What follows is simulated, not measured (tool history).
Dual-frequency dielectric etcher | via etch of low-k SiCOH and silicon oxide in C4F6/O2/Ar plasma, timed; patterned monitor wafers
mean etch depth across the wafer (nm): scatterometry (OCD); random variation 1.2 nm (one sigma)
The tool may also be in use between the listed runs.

| run | hour | source power (W) | bias power (W) | etch time (s) | mean etch depth across the wafer (nm) |
|---|---|---|---|---|---|
| 1 | 0 | 410 | 233 | 60 | 176.11 |
| 2 | 2.5 | 410 | 193 | 60 | 166.41 |
| 3 | 6.2 | 410 | 153 | 60 | 154.86 |
| 4 | 12.8 | 440 | 168 | 60 | 164.11 |
| 5 | 20.2 | 440 | 205 | 60 | 174.95 |
| 6 | 26.3 | 460 | 207 | 60 | 177.36 |
| 7 | 28 | 460 | 207 | 60 | 178.28 |
| 8 | 29.9 | 480 | 211 | 60 | 182.18 |
| 9 | 36 | 490 | 215 | 60 | 184.37 |

Forecast run 10:
| 10 | 40 | 500 | 219 | 60 | ? |

mean etch depth across the wafer (nm): 185.18
